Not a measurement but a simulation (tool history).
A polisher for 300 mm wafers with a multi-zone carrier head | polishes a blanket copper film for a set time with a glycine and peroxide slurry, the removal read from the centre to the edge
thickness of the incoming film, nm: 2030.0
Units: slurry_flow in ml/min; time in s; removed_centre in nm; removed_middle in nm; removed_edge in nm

run,hour,slurry_flow,centre_zone,middle_zone,edge_zone,time,removed_centre,removed_middle,removed_edge
1,0,220,1,1,1,66,307,292.58,288.32
2,1.8,220,0.99,1.02,1.01,67,308.93,306.83,297.06
3,6.4,220,1.04,1.02,1.01,67,312.09,304.47,297.88
4,10.1,220,1.04,0.98,1.01,67,312.64,295.01,303.59
5,18.4,220,1.04,0.98,1.08,67,319.98,296.98,309.86
6,23.1,220,1.04,0.98,1.08,73,345.07,317.81,339.96

Run 7 comes next. What will it give?
7,30,215,1.02,1,1.09,74,?,?,?

{"run 7": {"removed_centre": 346.2, "removed_middle": 336.51, "removed_edge": 348.17}}
